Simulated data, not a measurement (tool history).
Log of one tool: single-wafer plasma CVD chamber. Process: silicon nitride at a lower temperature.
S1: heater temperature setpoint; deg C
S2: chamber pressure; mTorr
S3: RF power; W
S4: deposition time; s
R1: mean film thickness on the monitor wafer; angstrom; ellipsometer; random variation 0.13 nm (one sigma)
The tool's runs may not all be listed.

{"run": 1, "day": 0.0, "S1": 335, "S2": 1640, "S3": 265, "S4": 21.3, "R1": 240.58}
{"run": 2, "day": 0.317, "S1": 335, "S2": 1640, "S3": 265, "S4": 21.3, "R1": 239.45}
{"run": 3, "day": 0.408, "S1": 335, "S2": 1750, "S3": 270, "S4": 21.3, "R1": 248.94}
{"run": 4, "day": 0.638, "S1": 335, "S2": 1750, "S3": 270, "S4": 21.3, "R1": 248.08}
{"run": 5, "day": 0.967, "S1": 335, "S2": 1840, "S3": 275, "S4": 21.3, "R1": 254.82}
{"run": 6, "day": 1.142, "S1": 335, "S2": 1910, "S3": 280, "S4": 21.3, "R1": 259.64}
{"run": 7, "day": 1.333, "S1": 335, "S2": 1970, "S3": 285, "S4": 21.3, "R1": 267.62}
{"run": 8, "day": 1.496, "S1": 335, "S2": 2020, "S3": 285, "S4": 21.3, "R1": 267.45}

The next listed run, before its measurement:
{"run": 9, "day": 1.554, "S1": 335, "S2": 2060, "S3": 290, "S4": 21.3, "R1": "?"}

R1: 273.96 angstrom
